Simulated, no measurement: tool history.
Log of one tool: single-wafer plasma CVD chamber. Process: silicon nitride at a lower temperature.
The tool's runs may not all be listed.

run,hour,heater temperature setpoint (°C),chamber pressure (mTorr),RF power (kW),deposition time (s),mean film thickness on the monitor wafer (Å)
1,0,365,1360,0.275,9.4,106.89
2,6.4,358,1360,0.275,9.4,107.26
3,12.6,358,1130,0.275,9.4,101.34
4,15.9,358,1130,0.305,9.4,106.46
5,23.8,358,1130,0.265,9.4,99.843
6,26.6,358,1090,0.265,9.4,98.431
7,31.3,358,1060,0.265,9.4,97.459
8,32.7,358,1030,0.265,9.4,97.141

Run 9 comes next. What will it give?
9,34.3,358,1010,0.265,9.4,?

{"run 9": {"mean film thickness on the monitor wafer (Å)": 96.1}}
